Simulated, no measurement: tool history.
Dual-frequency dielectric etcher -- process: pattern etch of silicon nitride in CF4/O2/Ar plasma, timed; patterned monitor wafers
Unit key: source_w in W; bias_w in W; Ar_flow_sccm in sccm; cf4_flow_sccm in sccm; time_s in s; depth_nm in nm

| run | hour | source_w | bias_w | Ar_flow_sccm | cf4_flow_sccm | time_s | depth_nm |
|---|---|---|---|---|---|---|---|
| 1 | 0 | 570 | 52 | 71 | 112 | 326.5 | 826.28 |
| 2 | 7.6 | 490 | 52 | 71 | 112 | 326.5 | 707.68 |
| 3 | 14.1 | 490 | 52 | 71 | 112 | 299.5 | 640.67 |
| 4 | 20.9 | 400 | 52 | 71 | 112 | 299.5 | 515.08 |
| 5 | 22.5 | 400 | 52 | 71 | 123 | 299.5 | 522.76 |
| 6 | 27.9 | 400 | 52 | 71 | 123 | 326.5 | 568.82 |
| 7 | 35.8 | 460 | 52 | 71 | 123 | 326.5 | 665.16 |
| 8 | 39.3 | 500 | 52 | 71 | 123 | 326.5 | 729.91 |
| 9 | 46.4 | 530 | 52 | 71 | 123 | 326.5 | 773.24 |
| 10 | 48.6 | 530 | 52 | 71 | 123 | 326.5 | 770.66 |
| 11 | 53 | 550 | 52 | 71 | 123 | 326.5 | 793.73 |

Run 12 has not been measured yet. What should we expect?
| 12 | 56.7 | 570 | 52 | 71 | 123 | 326.5 | ? |

{"run 12": {"depth_nm": 828.71}}
